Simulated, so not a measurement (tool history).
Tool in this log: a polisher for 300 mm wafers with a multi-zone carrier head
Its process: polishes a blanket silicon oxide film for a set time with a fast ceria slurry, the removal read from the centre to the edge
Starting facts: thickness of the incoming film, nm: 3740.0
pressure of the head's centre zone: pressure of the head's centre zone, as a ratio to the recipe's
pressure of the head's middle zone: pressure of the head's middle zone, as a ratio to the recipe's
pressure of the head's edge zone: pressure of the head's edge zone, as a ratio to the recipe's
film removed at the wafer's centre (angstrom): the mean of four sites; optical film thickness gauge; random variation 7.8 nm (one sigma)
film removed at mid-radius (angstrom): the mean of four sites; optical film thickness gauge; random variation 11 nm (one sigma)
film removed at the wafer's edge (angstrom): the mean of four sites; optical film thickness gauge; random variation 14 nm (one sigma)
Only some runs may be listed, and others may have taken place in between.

run  hour  flow of slurry (ml/min)  pressure of the head's centre zone  pressure of the head's middle zone  pressure of the head's edge zone  polishing time (s)  film removed at the wafer's centre (angstrom)  film removed at mid-radius (angstrom)  film removed at the wafer's edge (angstrom)
  1     0                      315                                   1                                   1                                 1                  42                                         8208.1                                 8387.2                                       8105.4
  2   0.5                      315                                0.95                                   1                                 1                  42                                         7798.2                                 8287.8                                       8186.3
  3   3.4                      315                                1.01                                   1                                 1                  42                                         8243.2                                 8550.8                                       8219.5
  4   9.8                      320                                1.04                                   1                              1.02                  42                                         8409.5                                   8197                                       8108.1
  5  13.8                      320                                1.05                                1.01                              1.03                  43                                         8776.6                                 8408.1                                       8490.4
  6  16.9                      320                                1.06                                1.03                              1.03                  44                                         8995.6                                 8926.4                                       8569.8

Run 7 is up next; what results do you expect?
  7  22.9                      320                                1.07                                1.03                              1.04                  45                                              ?                                      ?                                            ?

Run 7 produced film removed at the wafer's centre (angstrom) 9276.9, film removed at mid-radius (angstrom) 9223.3, film removed at the wafer's edge (angstrom) 8733.2.
